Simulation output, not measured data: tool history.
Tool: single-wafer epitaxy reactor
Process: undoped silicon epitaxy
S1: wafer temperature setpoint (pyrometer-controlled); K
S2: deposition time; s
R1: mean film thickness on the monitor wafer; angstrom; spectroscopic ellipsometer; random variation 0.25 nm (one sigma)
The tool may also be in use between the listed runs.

run 1 hour=0.0 | S1=903.15 S2=529 | R1=659.18
run 2 hour=6.4 | S1=903.15 S2=495 | R1=614.18
run 3 hour=14.7 | S1=901.15 S2=495 | R1=586.10
run 4 hour=16.2 | S1=906.15 S2=495 | R1=662.51
run 5 hour=20.2 | S1=906.15 S2=524 | R1=695.36
run 6 hour=22.9 | S1=903.15 S2=524 | R1=651.78
run 7 hour=26.9 | S1=901.15 S2=524 | R1=625.81
run 8 hour=27.9 | S1=899.15 S2=524 | R1=600.10
run 9 hour=31.6 | S1=899.15 S2=524 | R1=599.67
run 10 hour=39.8 | S1=897.15 S2=524 | R1=564.86
run 11 hour=46.4 | S1=896.15 S2=524 | R1=553.96
run 12 hour=50.4 | S1=895.15 S2=524 | R1=545.29

Forecast run 13:
-- hour=54.6 pyrometer calibrated
run 13 hour=54.6 | S1=894.15 S2=524 | R1=?

{"run 13": {"R1": 486.58}}
